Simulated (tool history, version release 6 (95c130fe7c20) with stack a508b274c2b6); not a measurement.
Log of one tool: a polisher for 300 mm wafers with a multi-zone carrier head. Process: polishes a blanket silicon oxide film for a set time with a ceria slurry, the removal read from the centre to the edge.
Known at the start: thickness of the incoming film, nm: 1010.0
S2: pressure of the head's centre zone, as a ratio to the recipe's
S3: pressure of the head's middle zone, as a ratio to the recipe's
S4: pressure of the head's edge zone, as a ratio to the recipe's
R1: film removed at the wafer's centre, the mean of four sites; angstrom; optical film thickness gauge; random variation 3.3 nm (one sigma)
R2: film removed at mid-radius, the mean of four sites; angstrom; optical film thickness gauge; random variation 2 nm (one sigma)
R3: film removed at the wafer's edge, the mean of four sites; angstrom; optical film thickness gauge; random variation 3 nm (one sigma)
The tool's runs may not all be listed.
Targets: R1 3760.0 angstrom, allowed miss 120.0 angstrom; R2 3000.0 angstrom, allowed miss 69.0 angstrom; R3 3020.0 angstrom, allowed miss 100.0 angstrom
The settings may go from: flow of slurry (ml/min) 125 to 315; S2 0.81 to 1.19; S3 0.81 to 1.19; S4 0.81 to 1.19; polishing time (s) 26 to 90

{"run": 1, "day": 0.0, "flow of slurry (ml/min)": 205, "S2": 1.0, "S3": 1.0, "S4": 1.0, "polishing time (s)": 58, "R1": 3469.0, "R2": 3321.4, "R3": 3462.8}
{"run": 2, "day": 0.054, "flow of slurry (ml/min)": 195, "S2": 1.03, "S3": 0.99, "S4": 0.95, "polishing time (s)": 58, "R1": 3490.5, "R2": 3309.6, "R3": 3346.3}
{"run": 3, "day": 0.083, "flow of slurry (ml/min)": 190, "S2": 1.07, "S3": 0.96, "S4": 0.92, "polishing time (s)": 58, "R1": 3720.4, "R2": 3263.6, "R3": 3223.5}
{"run": 4, "day": 0.321, "flow of slurry (ml/min)": 180, "S2": 1.08, "S3": 0.94, "S4": 0.91, "polishing time (s)": 58, "R1": 3653.0, "R2": 3123.6, "R3": 3288.3}
{"run": 5, "day": 0.696, "flow of slurry (ml/min)": 180, "S2": 1.08, "S3": 0.94, "S4": 0.91, "polishing time (s)": 45, "R1": 2842.5, "R2": 2441.2, "R3": 2529.8}
{"run": 6, "day": 0.867, "flow of slurry (ml/min)": 180, "S2": 1.08, "S3": 0.94, "S4": 0.86, "polishing time (s)": 45, "R1": 2825.0, "R2": 2460.5, "R3": 2495.2}
{"run": 7, "day": 1.208, "flow of slurry (ml/min)": 180, "S2": 1.08, "S3": 0.94, "S4": 0.86, "polishing time (s)": 45, "R1": 2822.1, "R2": 2453.4, "R3": 2480.0}
{"run": 8, "day": 1.233, "flow of slurry (ml/min)": 200, "S2": 1.1, "S3": 0.96, "S4": 0.92, "polishing time (s)": 46, "R1": 2978.3, "R2": 2609.1, "R3": 2648.8}
{"run": 9, "day": 1.404, "flow of slurry (ml/min)": 215, "S2": 1.12, "S3": 0.95, "S4": 0.92, "polishing time (s)": 47, "R1": 3206.7, "R2": 2664.0, "R3": 2728.3}
{"run": 10, "day": 1.629, "flow of slurry (ml/min)": 235, "S2": 1.13, "S3": 0.96, "S4": 0.94, "polishing time (s)": 47, "R1": 3279.2, "R2": 2697.3, "R3": 2775.0}
{"run": 11, "day": 1.817, "flow of slurry (ml/min)": 280, "S2": 1.19, "S3": 1.03, "S4": 0.99, "polishing time (s)": 50, "R1": 3653.5, "R2": 3106.0, "R3": 3042.2}

Which of these 4 next moves meets every target?
{"run": "A", "day": 2.004, "flow of slurry (ml/min)": 255, "S2": 1.15, "S3": 1.13, "S4": 1.02, "polishing time (s)": 49, "R1": "?", "R2": "?", "R3": "?"}
{"run": "B", "day": 2.004, "flow of slurry (ml/min)": 285, "S2": 1.13, "S3": 1.06, "S4": 0.99, "polishing time (s)": 48, "R1": "?", "R2": "?", "R3": "?"}
{"run": "C", "day": 2.004, "flow of slurry (ml/min)": 275, "S2": 1.18, "S3": 1.08, "S4": 0.91, "polishing time (s)": 52, "R1": "?", "R2": "?", "R3": "?"}
{"run": "D", "day": 2.004, "flow of slurry (ml/min)": 285, "S2": 1.19, "S3": 0.99, "S4": 0.96, "polishing time (s)": 50, "R1": "?", "R2": "?", "R3": "?"}

move=A R1=3483.4 R2=3204.3 R3=3032.7
move=B R1=3398.0 R2=3026.8 R3=2958.7
move=C R1=3829.3 R2=3312.8 R3=3070.8
move=D R1=3727.2 R2=2993.4 R3=3039.5
A: further off than the last run
B: brings the result that was furthest off to its target, and leaves another outside
C: further off than the last run
D: meets every target
Answer: D
